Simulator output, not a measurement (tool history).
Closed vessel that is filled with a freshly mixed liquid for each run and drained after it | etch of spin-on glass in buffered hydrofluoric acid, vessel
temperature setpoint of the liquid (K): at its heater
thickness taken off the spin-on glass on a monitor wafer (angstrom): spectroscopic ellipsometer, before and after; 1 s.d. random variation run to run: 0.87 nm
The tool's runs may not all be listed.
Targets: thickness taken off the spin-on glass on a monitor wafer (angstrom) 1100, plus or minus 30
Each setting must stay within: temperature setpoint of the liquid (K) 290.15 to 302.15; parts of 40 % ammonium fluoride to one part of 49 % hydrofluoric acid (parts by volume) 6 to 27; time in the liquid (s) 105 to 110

| run | hour | temperature setpoint of the liquid (K) | parts of 40 % ammonium fluoride to one part of 49 % hydrofluoric acid (parts by volume) | time in the liquid (s) | thickness taken off the spin-on glass on a monitor wafer (angstrom) |
|---|---|---|---|---|---|
| 1 | 0 | 294.15 | 16.5 | 105 | 1444.9 |
| 2 | 6.9 | 293.15 | 17 | 105 | 1335 |
| 3 | 12.5 | 293.15 | 14 | 105 | 1617.2 |
| 4 | 20.7 | 292.15 | 15 | 105 | 1448.9 |
| 5 | 24.9 | 294.15 | 15 | 105 | 1626 |
| 6 | 27.5 | 294.15 | 15 | 110 | 1673.1 |
| 7 | 28.6 | 293.15 | 16 | 110 | 1510.7 |
| 8 | 33.4 | 292.15 | 16.5 | 110 | 1370.7 |

Which single option among these 5 for the next run brings every result within its allowed miss of target? Just one does.
| A | 38.2 | 293.15 | 15 | 110 | ? |
| B | 38.2 | 291.65 | 16.5 | 105 | ? |
| C | 38.2 | 290.15 | 11.5 | 110 | ? |
| D | 38.2 | 290.65 | 19 | 110 | ? |
| E | 38.2 | 294.15 | 14 | 110 | ? |

| move | thickness taken off the spin-on glass on a monitor wafer (angstrom) |
|---|---|
| A | 1596.4 |
| B | 1274.8 |
| C | 1748.1 |
| D | 1097.6 |
| E | 1806.6 |
A: lands further from the targets than the last run did
B: closes in on the targets versus the last run, not all within tolerance yet
C: lands further from the targets than the last run did
D: in spec on every target
E: lands further from the targets than the last run did
Answer: D
